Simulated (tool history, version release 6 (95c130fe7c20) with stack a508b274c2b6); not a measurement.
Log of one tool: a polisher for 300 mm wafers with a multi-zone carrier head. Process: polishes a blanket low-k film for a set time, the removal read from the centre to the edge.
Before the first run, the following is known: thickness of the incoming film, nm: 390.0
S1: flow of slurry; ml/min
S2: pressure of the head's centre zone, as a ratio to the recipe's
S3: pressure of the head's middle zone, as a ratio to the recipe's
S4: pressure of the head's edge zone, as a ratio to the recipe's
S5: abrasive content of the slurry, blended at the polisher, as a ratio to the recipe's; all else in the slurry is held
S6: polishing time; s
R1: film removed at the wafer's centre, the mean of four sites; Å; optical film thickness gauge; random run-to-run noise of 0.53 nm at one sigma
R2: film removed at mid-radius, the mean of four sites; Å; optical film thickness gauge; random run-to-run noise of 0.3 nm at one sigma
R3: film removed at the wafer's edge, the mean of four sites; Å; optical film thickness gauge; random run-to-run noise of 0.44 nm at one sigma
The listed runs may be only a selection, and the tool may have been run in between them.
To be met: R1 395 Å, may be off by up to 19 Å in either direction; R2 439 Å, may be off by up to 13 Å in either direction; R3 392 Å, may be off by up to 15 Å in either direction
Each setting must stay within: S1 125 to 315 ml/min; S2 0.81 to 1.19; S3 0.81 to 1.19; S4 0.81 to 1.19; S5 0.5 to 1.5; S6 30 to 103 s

| run | hour | S1 | S2 | S3 | S4 | S5 | S6 | R1 | R2 | R3 |
|---|---|---|---|---|---|---|---|---|---|---|
| 1 | 0 | 205 | 1 | 1 | 1 | 1 | 66 | 258.26 | 264.7 | 270.63 |
| 2 | 2.8 | 175 | 1 | 1 | 1 | 1 | 66 | 252.12 | 261.32 | 268.27 |
| 3 | 10.5 | 180 | 1.02 | 1.05 | 1.01 | 1.15 | 68 | 295.88 | 300.4 | 296.28 |
| 4 | 14 | 185 | 1.01 | 1.09 | 1.02 | 1.25 | 70 | 307.4 | 338.38 | 319.28 |
| 5 | 15.8 | 195 | 1.03 | 1.11 | 1.04 | 1.3 | 71 | 327.21 | 355.89 | 330.49 |
| 6 | 22.9 | 195 | 1.03 | 1.11 | 1.04 | 1.3 | 63 | 287.22 | 315.61 | 297.98 |
| 7 | 29 | 200 | 1.04 | 1.13 | 1.06 | 1.35 | 66 | 316.37 | 335.77 | 316 |
| 8 | 31.6 | 200 | 1.04 | 1.14 | 1.06 | 1.4 | 69 | 326.45 | 365.2 | 334.38 |
| 9 | 36.8 | 200 | 1.05 | 1.15 | 1.07 | 1.45 | 71 | 345.46 | 380.45 | 354.88 |

Exercise: of the 4 proposed moves below, exactly one satisfies all targets within the stated allowed misses. Which move is it?
| A | 42 | 190 | 1.05 | 1.17 | 1.02 | 1.5 | 80 | ? | ? | ? |
| B | 42 | 260 | 1.12 | 1 | 1.11 | 1.3 | 76 | ? | ? | ? |
| C | 42 | 250 | 1.19 | 1.19 | 0.89 | 1.35 | 75 | ? | ? | ? |
| D | 42 | 220 | 1.1 | 0.81 | 1.19 | 1.5 | 76 | ? | ? | ? |

| move | R1 | R2 | R3 |
|---|---|---|---|
| A | 391.58 | 437.28 | 386.76 |
| B | 390.34 | 355.97 | 373.04 |
| C | 414.52 | 412.31 | 334.27 |
| D | 396.89 | 310.5 | 404.63 |
A: each result inside its tolerance
B: its largest miss is bigger than the last run's
C: an improvement on the last run, though not all results are within tolerance
D: its largest miss is bigger than the last run's
Move A is the one to make.

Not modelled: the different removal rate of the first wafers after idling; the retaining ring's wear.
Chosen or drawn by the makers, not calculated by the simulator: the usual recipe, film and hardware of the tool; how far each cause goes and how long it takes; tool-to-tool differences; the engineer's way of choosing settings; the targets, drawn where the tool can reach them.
